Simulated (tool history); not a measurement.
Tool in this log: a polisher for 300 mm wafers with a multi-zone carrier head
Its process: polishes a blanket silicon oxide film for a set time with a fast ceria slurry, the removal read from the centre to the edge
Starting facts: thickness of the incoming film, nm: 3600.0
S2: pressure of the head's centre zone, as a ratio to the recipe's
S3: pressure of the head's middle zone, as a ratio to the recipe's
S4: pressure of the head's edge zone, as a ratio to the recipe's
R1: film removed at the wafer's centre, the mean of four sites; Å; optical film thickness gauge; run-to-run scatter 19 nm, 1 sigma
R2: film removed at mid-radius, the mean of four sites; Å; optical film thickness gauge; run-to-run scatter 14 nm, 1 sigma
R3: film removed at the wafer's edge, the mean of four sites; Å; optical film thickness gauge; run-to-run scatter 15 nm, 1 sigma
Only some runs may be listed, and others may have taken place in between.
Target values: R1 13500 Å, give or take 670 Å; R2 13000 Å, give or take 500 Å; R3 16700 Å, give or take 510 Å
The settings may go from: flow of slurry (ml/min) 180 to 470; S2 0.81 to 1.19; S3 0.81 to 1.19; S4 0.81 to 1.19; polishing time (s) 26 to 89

{"run": 1, "hour": 0.0, "flow of slurry (ml/min)": 300, "S2": 1.0, "S3": 1.0, "S4": 1.0, "polishing time (s)": 57, "R1": 11021, "R2": 10834, "R3": 11381}
{"run": 2, "hour": 4.5, "flow of slurry (ml/min)": 300, "S2": 1.0, "S3": 0.92, "S4": 1.0, "polishing time (s)": 57, "R1": 10865, "R2": 10081, "R3": 11550}
{"run": 3, "hour": 7.0, "flow of slurry (ml/min)": 300, "S2": 1.07, "S3": 0.92, "S4": 1.0, "polishing time (s)": 57, "R1": 11756, "R2": 10011, "R3": 11363}
{"run": 4, "hour": 8.1, "flow of slurry (ml/min)": 300, "S2": 1.07, "S3": 0.98, "S4": 1.0, "polishing time (s)": 57, "R1": 11703, "R2": 10664, "R3": 11441}
{"run": 5, "hour": 8.8, "flow of slurry (ml/min)": 300, "S2": 1.07, "S3": 0.98, "S4": 1.05, "polishing time (s)": 57, "R1": 11406, "R2": 10533, "R3": 11786}
{"run": 6, "hour": 14.7, "flow of slurry (ml/min)": 305, "S2": 1.06, "S3": 0.97, "S4": 1.1, "polishing time (s)": 62, "R1": 12994, "R2": 11348, "R3": 13091}
{"run": 7, "hour": 19.7, "flow of slurry (ml/min)": 295, "S2": 0.98, "S3": 0.95, "S4": 1.13, "polishing time (s)": 66, "R1": 12268, "R2": 11785, "R3": 13986}
{"run": 8, "hour": 25.6, "flow of slurry (ml/min)": 295, "S2": 0.98, "S3": 0.95, "S4": 1.13, "polishing time (s)": 66, "R1": 12497, "R2": 11708, "R3": 13882}
{"run": 9, "hour": 32.8, "flow of slurry (ml/min)": 300, "S2": 0.95, "S3": 0.93, "S4": 1.15, "polishing time (s)": 70, "R1": 12752, "R2": 12383, "R3": 15209}
{"run": 10, "hour": 33.8, "flow of slurry (ml/min)": 315, "S2": 0.95, "S3": 0.92, "S4": 1.16, "polishing time (s)": 71, "R1": 12832, "R2": 12372, "R3": 15297}
{"run": 11, "hour": 37.0, "flow of slurry (ml/min)": 315, "S2": 0.94, "S3": 0.91, "S4": 1.17, "polishing time (s)": 73, "R1": 13343, "R2": 12673, "R3": 15755}
{"run": 12, "hour": 43.4, "flow of slurry (ml/min)": 310, "S2": 0.93, "S3": 0.9, "S4": 1.18, "polishing time (s)": 74, "R1": 12990, "R2": 12763, "R3": 16228}

Exactly one of the 4 candidate moves below puts every result within its allowed miss. Which one?
{"run": "A", "hour": 49.8, "flow of slurry (ml/min)": 265, "S2": 0.91, "S3": 0.86, "S4": 1.13, "polishing time (s)": 79, "R1": "?", "R2": "?", "R3": "?"}
{"run": "B", "hour": 49.8, "flow of slurry (ml/min)": 370, "S2": 1.0, "S3": 0.96, "S4": 1.19, "polishing time (s)": 67, "R1": "?", "R2": "?", "R3": "?"}
{"run": "C", "hour": 49.8, "flow of slurry (ml/min)": 300, "S2": 1.02, "S3": 0.9, "S4": 1.19, "polishing time (s)": 70, "R1": "?", "R2": "?", "R3": "?"}
{"run": "D", "hour": 49.8, "flow of slurry (ml/min)": 285, "S2": 0.93, "S3": 0.81, "S4": 1.19, "polishing time (s)": 76, "R1": "?", "R2": "?", "R3": "?"}

move=A R1=13338 R2=13168 R3=16780
move=B R1=12895 R2=12635 R3=14966
move=C R1=13448 R2=12271 R3=15422
move=D R1=13228 R2=12158 R3=16696
A: in spec on every target
B: the biggest miss grows against the last run
C: the biggest miss grows against the last run
D: brings the last run's worst result on target, with another outside its allowed miss
Move A is the one to make.
